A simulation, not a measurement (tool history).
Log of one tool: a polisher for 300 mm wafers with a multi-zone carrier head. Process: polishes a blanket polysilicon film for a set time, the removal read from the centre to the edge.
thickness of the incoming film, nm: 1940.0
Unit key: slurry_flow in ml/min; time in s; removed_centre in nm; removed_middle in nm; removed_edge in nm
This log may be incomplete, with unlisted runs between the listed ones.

run,hour,slurry_flow,centre_zone,middle_zone,edge_zone,time,removed_centre,removed_middle,removed_edge
1,0.0,315,1.00,1.00,1.00,72,512.70,525.40,514.12
2,8.9,315,1.00,0.95,1.00,72,517.86,505.25,509.64
3,12.6,315,1.05,0.95,1.00,72,548.53,506.62,513.35
4,14.1,325,1.08,0.99,1.04,75,585.80,539.92,543.55
5,18.8,325,1.08,0.92,1.04,75,586.85,509.67,550.88
6,25.7,335,1.10,0.96,1.06,78,624.22,550.53,590.34

Run 7 comes next. What will it give?
7,33.9,350,1.12,1.00,1.07,80,?,?,?

removed_centre: 658.63 nm
removed_middle: 588.61 nm
removed_edge: 600.21 nm
